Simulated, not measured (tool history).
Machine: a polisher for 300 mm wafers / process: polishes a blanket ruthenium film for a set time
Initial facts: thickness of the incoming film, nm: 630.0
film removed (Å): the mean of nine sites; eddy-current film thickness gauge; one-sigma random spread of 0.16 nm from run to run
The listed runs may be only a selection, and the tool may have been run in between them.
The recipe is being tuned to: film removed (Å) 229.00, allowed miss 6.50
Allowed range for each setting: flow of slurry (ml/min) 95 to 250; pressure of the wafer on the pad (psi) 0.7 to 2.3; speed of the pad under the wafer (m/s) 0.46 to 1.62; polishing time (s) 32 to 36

| run | hour | flow of slurry (ml/min) | pressure of the wafer on the pad (psi) | speed of the pad under the wafer (m/s) | polishing time (s) | film removed (Å) |
|---|---|---|---|---|---|---|
| 1 | 0.0 | 160 | 1.5 | 1.04 | 36 | 353.54 |
| 2 | 0.7 | 155 | 1.3 | 1.04 | 36 | 316.31 |
| 3 | 7.7 | 135 | 1.3 | 1.04 | 36 | 306.90 |
| 4 | 10.5 | 135 | 1.3 | 0.92 | 36 | 277.50 |
| 5 | 18.5 | 130 | 1.2 | 0.92 | 36 | 252.80 |
| 6 | 20.9 | 165 | 1.2 | 0.92 | 36 | 267.54 |
| 7 | 27.7 | 155 | 1.1 | 0.92 | 36 | 248.64 |
| 8 | 29.5 | 145 | 1.1 | 0.92 | 36 | 244.30 |
| 9 | 31.2 | 140 | 1.1 | 0.92 | 36 | 244.19 |
| 10 | 37.6 | 135 | 1.1 | 0.92 | 36 | 241.20 |
| 11 | 43.7 | 130 | 1.1 | 0.92 | 36 | 237.09 |
| 12 | 48.5 | 125 | 1.1 | 0.92 | 36 | 237.23 |

Of the 5 settings listed for the next run, only one would bring every result within its allowed miss of target. Which one?
| A | 53.3 | 115 | 1.2 | 0.92 | 36 | ? |
| B | 53.3 | 130 | 1.1 | 0.96 | 35 | ? |
| C | 53.3 | 125 | 1.3 | 0.86 | 34 | ? |
| D | 53.3 | 110 | 1.3 | 0.92 | 32 | ? |
| E | 53.3 | 135 | 1.1 | 1.00 | 35 | ? |

| move | film removed (Å) |
|---|---|
| A | 246.84 |
| B | 240.13 |
| C | 238.73 |
| D | 230.90 |
| E | 251.16 |
A: misses by more than the last run did
B: misses by more than the last run did
C: misses by more than the last run did
D: every result within its allowed miss
E: misses by more than the last run did
The move that meets every target is D.
